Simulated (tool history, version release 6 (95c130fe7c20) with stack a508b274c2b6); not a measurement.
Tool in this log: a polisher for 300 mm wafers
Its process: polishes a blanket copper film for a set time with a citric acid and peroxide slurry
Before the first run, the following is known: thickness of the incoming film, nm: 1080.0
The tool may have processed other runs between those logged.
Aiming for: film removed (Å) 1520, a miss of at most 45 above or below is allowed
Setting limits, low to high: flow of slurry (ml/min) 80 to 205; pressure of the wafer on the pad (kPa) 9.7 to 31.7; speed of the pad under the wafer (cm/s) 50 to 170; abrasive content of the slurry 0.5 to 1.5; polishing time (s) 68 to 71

run  hour  flow of slurry (ml/min)  pressure of the wafer on the pad (kPa)  speed of the pad under the wafer (cm/s)  abrasive content of the slurry  polishing time (s)  film removed (Å)
  1     0                      135                                    20.7                                      110                               1                  68            1843.2
  2   4.5                      130                                      20                                      110                               1                  68            1754.9
  3   8.6                      120                                    19.3                                      110                               1                  68            1702.4
  4  13.4                      120                                    19.3                                      126                               1                  68            1891.3
  5  16.9                      120                                    19.3                                      126                             0.8                  68            1781.6
  6  22.5                      120                                    22.8                                      126                             0.8                  68            2064.9
  7  30.2                      115                                    20.7                                      126                             0.8                  68            1910.1
  8  31.7                      115                                    19.3                                      126                             0.8                  68            1758.3

Exactly one of the 5 candidate moves below puts every result within its allowed miss. Which one?
  A  33.2                       95                                    17.9                                      140                            0.75                  70                 ?
  B  33.2                      115                                      20                                      138                             0.8                  68                 ?
  C  33.2                      125                                    22.8                                      124                            0.85                  68                 ?
  D  33.2                       80                                      20                                      138                             1.5                  71                 ?
  E  33.2                       85                                    15.9                                      130                             0.9                  71                 ?

move  film removed (Å)
   A            1752.6
   B            1972.3
   C            2113.6
   D            2254.9
   E            1524.6
A: no better and no worse than the last run
B: the biggest miss grows against the last run
C: the biggest miss grows against the last run
D: the biggest miss grows against the last run
E: in spec on every target
E is the move that brings every result within its allowed miss.
